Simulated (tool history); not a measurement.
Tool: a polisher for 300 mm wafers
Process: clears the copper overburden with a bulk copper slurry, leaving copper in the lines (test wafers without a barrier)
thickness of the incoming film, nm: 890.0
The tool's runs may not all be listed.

run    day  flow of slurry (ml/min)  pressure of the wafer on the pad (psi)  speed of the pad under the wafer (cm/s)  abrasive content of the slurry  overpolish time after the end point (s)  time until the end point was called (s)  dishing of a wide line in a test structure (nm)
  1  0.000                      190                                     2.2                                       96                             1.0                                       21                                   151.40                                           62.970
  2  0.338                      190                                     2.4                                       96                             1.0                                       21                                   145.81                                           69.412
  3  0.688                      185                                     2.4                                       94                             1.0                                       24                                   148.90                                           73.513
  4  0.971                      185                                     2.4                                      108                             1.0                                       24                                   129.02                                           78.037
     1.079  -- slurry nozzle cleaned
  5  1.079                      185                                     2.3                                      106                             1.0                                       27                                   133.42                                           82.956
  6  1.188                      185                                     2.3                                       82                             1.0                                       27                                   173.23                                           72.285

The next listed run, before its measurement:
  7  1.412                      190                                     2.4                                       82                             1.0                                       28                                        ?                                                ?

{"run 7": {"time until the end point was called (s)": 166.38, "dishing of a wide line in a test structure (nm)": 74.775}}
